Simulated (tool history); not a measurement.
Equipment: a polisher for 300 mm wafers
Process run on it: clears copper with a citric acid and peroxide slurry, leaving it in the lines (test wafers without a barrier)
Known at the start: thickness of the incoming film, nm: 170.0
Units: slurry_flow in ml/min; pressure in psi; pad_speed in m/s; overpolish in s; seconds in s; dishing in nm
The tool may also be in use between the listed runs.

run 1 hour=0 | slurry_flow=195 pressure=3 pad_speed=0.86 slurry_solids=1 overpolish=26 | seconds=76.146 dishing=36.122
run 2 hour=2.8 | slurry_flow=195 pressure=3.5 pad_speed=0.86 slurry_solids=1 overpolish=26 | seconds=64.3 dishing=41.984
run 3 hour=4.7 | slurry_flow=195 pressure=3.3 pad_speed=0.86 slurry_solids=1 overpolish=24 | seconds=69.428 dishing=36.314
run 4 hour=12.7 | slurry_flow=215 pressure=3.3 pad_speed=0.86 slurry_solids=1 overpolish=24 | seconds=68.822 dishing=35.835
run 5 hour=14.1 | slurry_flow=225 pressure=3.1 pad_speed=0.86 slurry_solids=1 overpolish=22 | seconds=72.981 dishing=32.838
run 6 hour=15.7 | slurry_flow=200 pressure=3.1 pad_speed=0.86 slurry_solids=1 overpolish=22 | seconds=71.468 dishing=32.64
run 7 hour=17.4 | slurry_flow=190 pressure=2.9 pad_speed=0.86 slurry_solids=1 overpolish=20 | seconds=79.079 dishing=27.045

Estimate the outcome of run 8 from the log above:
run 8 hour=23.6 | slurry_flow=180 pressure=2.7 pad_speed=0.88 slurry_solids=1 overpolish=19 | seconds=? dishing=?

For run 8 the tool returned seconds 83.75 s, dishing 25.821 nm.

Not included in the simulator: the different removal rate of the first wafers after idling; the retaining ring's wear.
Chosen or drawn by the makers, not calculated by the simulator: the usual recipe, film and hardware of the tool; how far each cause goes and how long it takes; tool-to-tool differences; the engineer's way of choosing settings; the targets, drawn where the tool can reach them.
